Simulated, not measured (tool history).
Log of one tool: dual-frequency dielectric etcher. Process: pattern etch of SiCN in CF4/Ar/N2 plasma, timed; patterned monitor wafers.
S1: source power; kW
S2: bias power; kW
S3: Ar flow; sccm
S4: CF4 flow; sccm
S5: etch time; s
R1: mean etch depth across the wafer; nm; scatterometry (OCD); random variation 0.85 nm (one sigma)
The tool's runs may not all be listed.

{"run": 1, "day": 0.0, "S1": 0.36, "S2": 0.09, "S3": 106, "S4": 69, "S5": 161, "R1": 129.82}
{"run": 2, "day": 0.371, "S1": 0.37, "S2": 0.09, "S3": 106, "S4": 69, "S5": 161, "R1": 132.61}
{"run": 3, "day": 0.717, "S1": 0.42, "S2": 0.09, "S3": 106, "S4": 69, "S5": 161, "R1": 149.44}
{"run": 4, "day": 1.05, "S1": 0.38, "S2": 0.09, "S3": 106, "S4": 69, "S5": 161, "R1": 136.22}
{"run": 5, "day": 1.2, "S1": 0.38, "S2": 0.082, "S3": 106, "S4": 69, "S5": 161, "R1": 131.75}
{"run": 6, "day": 1.492, "S1": 0.39, "S2": 0.082, "S3": 106, "S4": 69, "S5": 161, "R1": 134.21}
{"run": 7, "day": 1.808, "S1": 0.4, "S2": 0.082, "S3": 106, "S4": 69, "S5": 161, "R1": 137.71}

The next listed run, before its measurement:
{"run": 8, "day": 1.862, "S1": 0.41, "S2": 0.082, "S3": 106, "S4": 69, "S5": 161, "R1": "?"}

R1: 140.58 nm
